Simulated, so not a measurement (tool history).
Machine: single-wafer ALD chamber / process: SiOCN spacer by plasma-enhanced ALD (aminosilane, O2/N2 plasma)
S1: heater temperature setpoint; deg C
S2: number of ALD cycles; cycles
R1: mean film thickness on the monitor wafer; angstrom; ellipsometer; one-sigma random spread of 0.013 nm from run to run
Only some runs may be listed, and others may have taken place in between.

Run 1, hour 0: S1 410 deg C, S2 76 cycles. Result: R1 41.572 angstrom.
Run 2, hour 4: S1 402 deg C, S2 76 cycles. Result: R1 42.128 angstrom.
Run 3, hour 6.6: S1 402 deg C, S2 83 cycles. Result: R1 45.9 angstrom.
Run 4, hour 8.4: S1 402 deg C, S2 93 cycles. Result: R1 51.932 angstrom.
Run 5, hour 16.4: S1 404 deg C, S2 86 cycles. Result: R1 47.384 angstrom.
Run 6, hour 17: S1 404 deg C, S2 78 cycles. Result: R1 43.285 angstrom.
Run 7, hour 23.9: S1 406 deg C, S2 74 cycles. Result: R1 41.001 angstrom.

Forecast run 8:
At hour 26: thermocouple changed; heater temperature recalibrated.
Run 8, hour 26: S1 407 deg C, S2 71 cycles. Result: R1 ?.

R1: 38.855 angstrom

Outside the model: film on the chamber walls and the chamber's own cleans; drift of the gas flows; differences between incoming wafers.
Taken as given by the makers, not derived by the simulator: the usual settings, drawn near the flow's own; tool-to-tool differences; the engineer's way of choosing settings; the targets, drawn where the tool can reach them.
